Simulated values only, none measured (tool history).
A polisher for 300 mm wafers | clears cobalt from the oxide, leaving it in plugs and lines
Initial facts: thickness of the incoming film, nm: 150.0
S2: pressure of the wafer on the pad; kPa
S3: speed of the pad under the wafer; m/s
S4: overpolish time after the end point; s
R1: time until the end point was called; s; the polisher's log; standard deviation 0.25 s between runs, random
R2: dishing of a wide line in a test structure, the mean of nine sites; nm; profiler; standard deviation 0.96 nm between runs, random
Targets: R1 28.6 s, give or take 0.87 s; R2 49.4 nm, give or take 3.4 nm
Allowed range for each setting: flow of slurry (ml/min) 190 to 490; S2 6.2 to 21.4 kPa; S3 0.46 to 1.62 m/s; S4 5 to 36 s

run 1 hour=0 | flow_of_slurry_(ml/min)=315 S2=13.8 S3=1.04 S4=18 | R1=32.26 R2=39.576
run 2 hour=3.8 | flow_of_slurry_(ml/min)=315 S2=15.2 S3=1.04 S4=18 | R1=29.548 R2=41.993
run 3 hour=10.3 | flow_of_slurry_(ml/min)=315 S2=12.4 S3=1.04 S4=18 | R1=36.146 R2=37.677
run 4 hour=13.7 | flow_of_slurry_(ml/min)=315 S2=13.1 S3=1.04 S4=19 | R1=34.453 R2=40.595
run 5 hour=18.9 | flow_of_slurry_(ml/min)=315 S2=13.8 S3=1.04 S4=20 | R1=32.313 R2=41.92
run 6 hour=23.5 | flow_of_slurry_(ml/min)=315 S2=11 S3=1.04 S4=20 | R1=40.71 R2=37.356
run 7 hour=30.2 | flow_of_slurry_(ml/min)=315 S2=11.7 S3=1.04 S4=21 | R1=38.376 R2=40.899
run 8 hour=37.8 | flow_of_slurry_(ml/min)=315 S2=12.4 S3=1.04 S4=21 | R1=35.835 R2=42.066
run 9 hour=41 | flow_of_slurry_(ml/min)=315 S2=13.1 S3=1.04 S4=21 | R1=34.196 R2=41.415
run 10 hour=48.3 | flow_of_slurry_(ml/min)=315 S2=13.1 S3=1.04 S4=22 | R1=34.225 R2=44.239
run 11 hour=54.9 | flow_of_slurry_(ml/min)=315 S2=14.5 S3=1.04 S4=22 | R1=31.662 R2=44.361
run 12 hour=61.4 | flow_of_slurry_(ml/min)=315 S2=15.2 S3=1.04 S4=24 | R1=29.96 R2=47.602

Which single option among these 5 for the next run brings every result within its allowed miss of target? Just one does.
run A hour=67.9 | flow_of_slurry_(ml/min)=295 S2=16.5 S3=1 S4=31 | R1=? R2=?
run B hour=67.9 | flow_of_slurry_(ml/min)=320 S2=17.2 S3=0.88 S4=25 | R1=? R2=?
run C hour=67.9 | flow_of_slurry_(ml/min)=345 S2=15.2 S3=0.94 S4=30 | R1=? R2=?
run D hour=67.9 | flow_of_slurry_(ml/min)=360 S2=14.5 S3=0.96 S4=29 | R1=? R2=?
run E hour=67.9 | flow_of_slurry_(ml/min)=285 S2=14.5 S3=1.02 S4=30 | R1=? R2=?

move=A R1=28.481 R2=50.076
move=B R1=30.779 R2=47.016
move=C R1=32.534 R2=48.567
move=D R1=33.255 R2=47.943
move=E R1=31.904 R2=48.759
A: hits every target within its allowed miss
B: the biggest miss grows against the last run
C: the biggest miss grows against the last run
D: the biggest miss grows against the last run
E: the biggest miss grows against the last run
Move A is the one to make.
